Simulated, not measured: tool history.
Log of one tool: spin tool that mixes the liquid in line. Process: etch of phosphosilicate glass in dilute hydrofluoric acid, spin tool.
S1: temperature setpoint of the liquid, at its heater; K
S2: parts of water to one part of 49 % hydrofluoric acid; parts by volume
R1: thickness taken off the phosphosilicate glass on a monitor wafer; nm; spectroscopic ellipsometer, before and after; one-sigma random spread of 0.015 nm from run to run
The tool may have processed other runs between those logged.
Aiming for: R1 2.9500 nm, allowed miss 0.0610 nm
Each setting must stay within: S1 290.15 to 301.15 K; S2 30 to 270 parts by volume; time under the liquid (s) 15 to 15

{"run": 1, "hour": 0.0, "S1": 293.15, "S2": 150, "time under the liquid (s)": 15, "R1": 5.0179}
{"run": 2, "hour": 7.7, "S1": 293.15, "S2": 150, "time under the liquid (s)": 15, "R1": 5.0305}
{"run": 3, "hour": 13.8, "S1": 293.15, "S2": 150, "time under the liquid (s)": 15, "R1": 5.0116}
{"run": 4, "hour": 16.7, "S1": 292.65, "S2": 160, "time under the liquid (s)": 15, "R1": 4.5581}
{"run": 5, "hour": 17.8, "S1": 292.65, "S2": 160, "time under the liquid (s)": 15, "R1": 4.5656}
{"run": 6, "hour": 25.4, "S1": 292.15, "S2": 170, "time under the liquid (s)": 15, "R1": 4.1856}
{"run": 7, "hour": 26.0, "S1": 291.65, "S2": 180, "time under the liquid (s)": 15, "R1": 3.8353}
{"run": 8, "hour": 32.2, "S1": 291.15, "S2": 185, "time under the liquid (s)": 15, "R1": 3.6282}
{"run": 9, "hour": 38.3, "S1": 291.15, "S2": 190, "time under the liquid (s)": 15, "R1": 3.521}

Exercise: of the 4 proposed moves below, exactly one satisfies all targets within the stated allowed misses. Which move is it?
{"run": "A", "hour": 44.4, "S1": 290.15, "S2": 145, "time under the liquid (s)": 15, "R1": "?"}
{"run": "B", "hour": 44.4, "S1": 291.15, "S2": 220, "time under the liquid (s)": 15, "R1": "?"}
{"run": "C", "hour": 44.4, "S1": 292.15, "S2": 210, "time under the liquid (s)": 15, "R1": "?"}
{"run": "D", "hour": 44.4, "S1": 290.65, "S2": 190, "time under the liquid (s)": 15, "R1": "?"}

move=A R1=4.6466
move=B R1=2.9696
move=C R1=3.2648
move=D R1=3.4664
A: moves away from the targets compared with the last run
B: in spec on every target
C: nearer the targets than the last run, but a result is still out of spec
D: nearer the targets than the last run, but a result is still out of spec
Move B is the one to make.

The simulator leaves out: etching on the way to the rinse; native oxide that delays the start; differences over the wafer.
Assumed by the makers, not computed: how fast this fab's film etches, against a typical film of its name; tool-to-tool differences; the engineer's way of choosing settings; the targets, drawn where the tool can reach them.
